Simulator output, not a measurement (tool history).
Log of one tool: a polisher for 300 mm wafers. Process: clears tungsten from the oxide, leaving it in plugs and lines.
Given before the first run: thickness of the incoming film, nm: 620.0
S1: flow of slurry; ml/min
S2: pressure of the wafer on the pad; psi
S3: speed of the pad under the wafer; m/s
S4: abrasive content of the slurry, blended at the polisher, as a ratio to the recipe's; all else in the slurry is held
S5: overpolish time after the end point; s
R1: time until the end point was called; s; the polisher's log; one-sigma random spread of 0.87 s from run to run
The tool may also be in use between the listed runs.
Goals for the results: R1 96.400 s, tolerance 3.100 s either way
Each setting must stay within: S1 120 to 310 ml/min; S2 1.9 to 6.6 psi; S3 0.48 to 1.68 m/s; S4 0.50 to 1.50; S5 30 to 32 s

run  hour   S1   S2    S3    S4  S5       R1
  1   0.0  200  4.2  1.08  1.00  30  125.220
  2   1.3  200  4.2  0.96  1.00  30  143.280
  3   3.7  200  4.2  0.96  0.85  30  145.830
  4  12.5  250  4.2  0.96  0.85  30  144.640
  5  17.0  250  4.6  0.96  0.85  30  133.020
  6  22.0  250  4.9  0.96  0.85  30  124.420
  7  23.7  250  5.1  0.96  0.85  30  121.090
  8  31.5  250  5.3  0.96  0.85  30  115.550
  9  37.4  250  5.5  0.96  0.85  30  112.380
 10  42.0  250  5.7  0.96  0.85  30  108.380
 11  49.8  250  5.8  0.96  0.85  30  106.480
 12  52.2  250  5.9  0.96  0.85  30  105.050

5 candidate next runs follow, results not yet known. Just one meets every target within its allowed miss. Identify it.
  A  54.6  290  6.6  0.84  0.95  32   ?
  B  54.6  225  6.0  0.98  0.85  30   ?
  C  54.6  285  5.5  1.02  1.05  30   ?
  D  54.6  255  6.5  0.96  0.85  30   ?
  E  54.6  285  5.3  1.08  0.85  30   ?

move       R1
   A  104.940
   B  103.010
   C  101.940
   D   96.255
   E  103.110
A: roughly where the last run was
B: nearer than the last run, and not there yet
C: nearer than the last run, and not there yet
D: in spec on every target
E: nearer than the last run, and not there yet
Move D is the one to make.
